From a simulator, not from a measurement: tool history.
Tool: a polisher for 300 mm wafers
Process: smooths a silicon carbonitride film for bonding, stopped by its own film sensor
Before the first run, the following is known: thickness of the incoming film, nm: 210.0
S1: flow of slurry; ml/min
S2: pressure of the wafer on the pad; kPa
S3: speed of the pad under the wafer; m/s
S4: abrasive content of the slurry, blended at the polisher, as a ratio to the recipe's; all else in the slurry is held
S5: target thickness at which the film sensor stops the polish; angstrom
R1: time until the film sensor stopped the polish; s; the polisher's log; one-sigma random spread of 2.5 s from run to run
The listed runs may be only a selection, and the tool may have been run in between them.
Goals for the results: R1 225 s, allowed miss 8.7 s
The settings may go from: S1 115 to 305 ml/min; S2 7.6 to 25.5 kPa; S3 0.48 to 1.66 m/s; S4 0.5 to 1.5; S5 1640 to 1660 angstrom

run 1 hour=0 | S1=195 S2=16.5 S3=1.06 S4=1 S5=1660 | R1=152.11
run 2 hour=4.9 | S1=195 S2=16.5 S3=1.06 S4=1 S5=1640 | R1=159.27
run 3 hour=8.3 | S1=195 S2=15.9 S3=1.06 S4=1 S5=1640 | R1=167.3
run 4 hour=11 | S1=235 S2=15.9 S3=1.06 S4=1 S5=1640 | R1=160.04
run 5 hour=14.1 | S1=235 S2=13.1 S3=1.06 S4=1 S5=1640 | R1=195.14
run 6 hour=19.9 | S1=210 S2=13.1 S3=1.06 S4=1 S5=1640 | R1=198.36
run 7 hour=24.5 | S1=210 S2=13.1 S3=1.06 S4=1 S5=1640 | R1=195.72
run 8 hour=32.8 | S1=210 S2=12.4 S3=1.06 S4=1 S5=1640 | R1=206.59
run 9 hour=39.4 | S1=210 S2=12.4 S3=1.06 S4=1 S5=1640 | R1=208.46
run 10 hour=47.3 | S1=205 S2=12.4 S3=1.06 S4=1 S5=1640 | R1=209.7
run 11 hour=47.9 | S1=200 S2=12.4 S3=1.06 S4=1 S5=1640 | R1=207.99

Next run, 4 choices. One meets every target within its allowed miss, the rest don't. Which?
run A hour=48.5 | S1=190 S2=10.3 S3=1.16 S4=1 S5=1660 | R1=?
run B hour=48.5 | S1=200 S2=13.8 S3=0.98 S4=1.05 S5=1640 | R1=?
run C hour=48.5 | S1=200 S2=11.7 S3=0.86 S4=1.05 S5=1640 | R1=?
run D hour=48.5 | S1=230 S2=13.1 S3=1.1 S4=0.85 S5=1650 | R1=?

move=A R1=219
move=B R1=192.96
move=C R1=250.44
move=D R1=197.64
A: in spec on every target
B: lands further from the targets than the last run did
C: takes the result that was furthest off past its target
D: lands further from the targets than the last run did
Answer: A
